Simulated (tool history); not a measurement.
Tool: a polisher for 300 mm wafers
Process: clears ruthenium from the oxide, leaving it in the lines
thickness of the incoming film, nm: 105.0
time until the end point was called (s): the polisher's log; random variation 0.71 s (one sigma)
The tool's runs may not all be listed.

run	hour	flow of slurry (ml/min)	pressure of the wafer on the pad (psi)	speed of the pad under the wafer (m/s)	overpolish time after the end point (s)	time until the end point was called (s)
1	0	255	2.3	1.1	17	69.934
2	2.5	255	2.3	0.92	17	77.408
3	10.4	255	2.7	0.92	17	67.304
4	16.2	255	3.1	0.92	17	60.732
5	18.9	255	3.1	0.92	14	59.877
6	26.6	255	3.1	0.92	17	60.022

Run 7 comes next. What will it give?
7	33.4	255	3.3	0.94	17	?

Run 7 gave time until the end point was called (s) 55.567.
